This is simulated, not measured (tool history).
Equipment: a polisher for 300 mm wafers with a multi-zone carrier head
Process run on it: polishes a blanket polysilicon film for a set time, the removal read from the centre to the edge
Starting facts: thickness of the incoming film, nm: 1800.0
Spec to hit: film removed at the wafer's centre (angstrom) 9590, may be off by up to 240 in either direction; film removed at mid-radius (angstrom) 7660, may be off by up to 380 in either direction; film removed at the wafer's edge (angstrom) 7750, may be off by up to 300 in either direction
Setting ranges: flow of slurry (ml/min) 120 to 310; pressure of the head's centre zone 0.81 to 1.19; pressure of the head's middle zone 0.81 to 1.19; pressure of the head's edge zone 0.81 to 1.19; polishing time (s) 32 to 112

run	hour	flow of slurry (ml/min)	pressure of the head's centre zone	pressure of the head's middle zone	pressure of the head's edge zone	polishing time (s)	film removed at the wafer's centre (angstrom)	film removed at mid-radius (angstrom)	film removed at the wafer's edge (angstrom)
1	0	200	1	1	1	72	6961.8	7109.7	6882.8
2	2.7	200	1	1	1	83	7988	8096.4	7796.2
3	3.4	200	1	1	0.97	83	8016.2	7905.3	7798.7
4	6.6	155	1	1	0.97	83	7700	7891.5	7475.1
5	12.2	120	1	1	0.97	83	7270	7527	7336.3
6	18.6	145	1.02	0.99	0.96	83	7773	7635.7	7274.6
7	26.7	165	1.03	0.98	0.97	83	8039.7	7876.1	7636.6
8	32.5	180	1.04	0.96	0.95	82	8086.3	7632.7	7551

Exactly one of the 5 candidate moves below puts every result within its allowed miss. Which one?
A	38.3	190	1.06	0.88	0.86	87	?	?	?
B	38.3	220	1.17	0.82	0.9	78	?	?	?
C	38.3	170	1.1	0.94	0.91	97	?	?	?
D	38.3	205	1.16	0.9	0.92	85	?	?	?
E	38.3	185	1.12	0.91	0.92	85	?	?	?

move	film removed at the wafer's centre (angstrom)	film removed at mid-radius (angstrom)	film removed at the wafer's edge (angstrom)
A	8877	7648.8	7792.7
B	8968.6	6599.6	7235.8
C	10104	8854.1	8808.8
D	9602.3	7678.2	7906.4
E	9132.9	7646.2	7828
A: better than the last run, though not everything is in spec
B: better than the last run, though not everything is in spec
C: pushes the last run's worst result past its target
D: all results in spec
E: better than the last run, though not everything is in spec
D meets every target.
